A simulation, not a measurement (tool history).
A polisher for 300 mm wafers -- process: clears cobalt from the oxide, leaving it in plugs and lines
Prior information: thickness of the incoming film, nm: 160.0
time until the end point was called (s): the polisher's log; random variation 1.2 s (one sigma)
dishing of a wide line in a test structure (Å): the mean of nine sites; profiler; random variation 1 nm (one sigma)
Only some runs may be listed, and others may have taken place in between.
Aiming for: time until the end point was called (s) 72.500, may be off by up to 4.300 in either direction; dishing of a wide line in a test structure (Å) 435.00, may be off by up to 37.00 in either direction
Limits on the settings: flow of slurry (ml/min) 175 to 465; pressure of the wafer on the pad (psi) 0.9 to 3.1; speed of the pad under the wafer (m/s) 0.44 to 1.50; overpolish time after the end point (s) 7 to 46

run,hour,flow of slurry (ml/min),pressure of the wafer on the pad (psi),speed of the pad under the wafer (m/s),overpolish time after the end point (s),time until the end point was called (s),dishing of a wide line in a test structure (Å)
1,0.0,295,2.0,0.96,24,41.069,562.09
2,2.7,295,2.0,1.18,24,33.300,609.13
3,9.8,295,1.7,1.18,24,39.730,548.95
4,18.3,295,1.7,1.04,24,43.107,533.17
5,22.8,295,1.5,0.98,25,50.940,508.86
6,28.4,345,1.5,0.98,25,49.877,510.96
7,34.4,345,1.4,0.96,25,53.867,500.23
8,36.4,345,1.3,0.94,25,59.541,442.37
9,44.8,345,1.2,0.94,26,62.655,464.16
10,47.8,345,1.1,0.94,26,67.966,420.07
11,50.6,345,1.1,0.94,27,64.790,446.59
12,55.3,345,1.1,0.94,28,67.585,444.32

Next run, 4 choices. One meets every target within its allowed miss, the rest don't. Which?
A,60.0,280,1.0,0.94,28,?,?
B,60.0,330,1.0,0.86,31,?,?
C,60.0,345,1.2,0.90,25,?,?
D,60.0,345,1.1,1.00,28,?,?

move,time until the end point was called (s),dishing of a wide line in a test structure (Å)
A,73.187,408.27
B,78.765,416.04
C,65.514,407.21
D,63.198,445.97
A: every result lands within tolerance
B: moves the result that the last run missed by most past its target, out the other side
C: further off than the last run
D: further off than the last run
Move A is the one to make.
